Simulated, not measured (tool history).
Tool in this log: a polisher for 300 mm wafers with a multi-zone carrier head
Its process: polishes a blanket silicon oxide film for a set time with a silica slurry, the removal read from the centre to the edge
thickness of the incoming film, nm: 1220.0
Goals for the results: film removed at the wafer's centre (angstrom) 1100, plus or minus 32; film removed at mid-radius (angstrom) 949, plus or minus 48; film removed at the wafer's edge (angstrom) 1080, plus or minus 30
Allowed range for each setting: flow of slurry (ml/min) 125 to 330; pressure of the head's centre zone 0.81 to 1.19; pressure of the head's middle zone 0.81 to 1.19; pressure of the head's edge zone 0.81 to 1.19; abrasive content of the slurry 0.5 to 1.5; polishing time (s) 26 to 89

| run | hour | flow of slurry (ml/min) | pressure of the head's centre zone | pressure of the head's middle zone | pressure of the head's edge zone | abrasive content of the slurry | polishing time (s) | film removed at the wafer's centre (angstrom) | film removed at mid-radius (angstrom) | film removed at the wafer's edge (angstrom) |
|---|---|---|---|---|---|---|---|---|---|---|
| 1 | 0 | 210 | 1 | 1 | 1 | 1 | 57 | 1863.1 | 1879.6 | 1863.6 |
| 2 | 3.8 | 210 | 1 | 1 | 0.92 | 1 | 57 | 1863.4 | 1878.3 | 1793.7 |
| 3 | 12.2 | 205 | 1 | 0.96 | 0.92 | 0.9 | 54 | 1709.9 | 1688.7 | 1654.4 |
| 4 | 19.1 | 205 | 1 | 0.96 | 0.92 | 1.1 | 54 | 1832.3 | 1734 | 1740 |
| 5 | 27.4 | 205 | 0.92 | 0.96 | 0.92 | 1.1 | 54 | 1693.3 | 1786.6 | 1757.3 |
| 6 | 35.4 | 205 | 0.92 | 1.03 | 0.92 | 1.1 | 54 | 1696.8 | 1794.9 | 1751.2 |
| 7 | 36.6 | 185 | 0.97 | 0.98 | 0.97 | 1 | 49 | 1518.8 | 1560.7 | 1574.6 |
| 8 | 42 | 180 | 1.01 | 0.94 | 0.99 | 0.9 | 46 | 1448.4 | 1385.4 | 1447.3 |

Exactly one of the 5 candidate moves below puts every result within its allowed miss. Which one?
| A | 47.4 | 145 | 1.06 | 0.88 | 1.02 | 1.05 | 33 | ? | ? | ? |
| B | 47.4 | 190 | 1.07 | 0.86 | 0.93 | 1.15 | 34 | ? | ? | ? |
| C | 47.4 | 170 | 1 | 0.97 | 0.81 | 0.7 | 35 | ? | ? | ? |
| D | 47.4 | 230 | 1.1 | 1.1 | 0.84 | 0.8 | 33 | ? | ? | ? |
| E | 47.4 | 240 | 1.13 | 1.13 | 0.82 | 0.75 | 46 | ? | ? | ? |

| move | film removed at the wafer's centre (angstrom) | film removed at mid-radius (angstrom) | film removed at the wafer's edge (angstrom) |
|---|---|---|---|
| A | 1092.1 | 938.19 | 1061.3 |
| B | 1209.5 | 1007.5 | 1101.2 |
| C | 1011.3 | 986.66 | 918.36 |
| D | 1114.7 | 1111 | 934.54 |
| E | 1570.2 | 1564.1 | 1270.3 |
A: every result within its allowed miss
B: the worst result of the last run now meets its target, but another is out of spec
C: carries the result that was furthest off beyond its target, to the other side
D: carries the result that was furthest off beyond its target, to the other side
E: further off than the last run
The move that meets every target is A.
